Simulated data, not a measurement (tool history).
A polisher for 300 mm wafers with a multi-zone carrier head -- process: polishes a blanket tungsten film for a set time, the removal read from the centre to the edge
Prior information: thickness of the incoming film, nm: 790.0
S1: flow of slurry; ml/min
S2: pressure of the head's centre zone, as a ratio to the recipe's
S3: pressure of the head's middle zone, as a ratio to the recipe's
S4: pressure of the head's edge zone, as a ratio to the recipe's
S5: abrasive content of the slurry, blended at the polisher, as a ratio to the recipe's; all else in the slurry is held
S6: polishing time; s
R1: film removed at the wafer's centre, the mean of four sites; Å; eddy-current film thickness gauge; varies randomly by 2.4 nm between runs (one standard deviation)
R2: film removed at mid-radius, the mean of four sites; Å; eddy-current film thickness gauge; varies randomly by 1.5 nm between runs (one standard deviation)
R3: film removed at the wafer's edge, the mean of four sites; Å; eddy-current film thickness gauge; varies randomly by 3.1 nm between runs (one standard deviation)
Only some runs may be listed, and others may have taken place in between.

| run | hour | S1 | S2 | S3 | S4 | S5 | S6 | R1 | R2 | R3 |
|---|---|---|---|---|---|---|---|---|---|---|
| 1 | 0.0 | 280 | 1.00 | 1.00 | 1.00 | 1.00 | 89 | 2781.2 | 2854.6 | 2797.8 |
| 2 | 3.5 | 270 | 0.98 | 0.95 | 0.98 | 0.85 | 85 | 2547.8 | 2545.4 | 2632.8 |
| 3 | 8.7 | 270 | 0.98 | 1.02 | 0.98 | 0.85 | 85 | 2584.1 | 2696.4 | 2535.5 |
| 4 | 11.4 | 265 | 0.96 | 0.97 | 0.97 | 0.75 | 81 | 2277.0 | 2370.2 | 2351.4 |
| 5 | 12.9 | 260 | 0.96 | 0.93 | 0.95 | 0.65 | 80 | 2187.6 | 2226.5 | 2236.0 |
| 6 | 18.4 | 255 | 0.95 | 0.89 | 0.95 | 0.60 | 79 | 2172.3 | 2092.8 | 2192.9 |

Run 7 is up next; what results do you expect?
| 7 | 24.3 | 250 | 0.93 | 0.87 | 0.95 | 0.55 | 79 | ? | ? | ? |

Run 7 yielded R1 2074.4 Å, R2 2016.2 Å, R3 2134.9 Å.

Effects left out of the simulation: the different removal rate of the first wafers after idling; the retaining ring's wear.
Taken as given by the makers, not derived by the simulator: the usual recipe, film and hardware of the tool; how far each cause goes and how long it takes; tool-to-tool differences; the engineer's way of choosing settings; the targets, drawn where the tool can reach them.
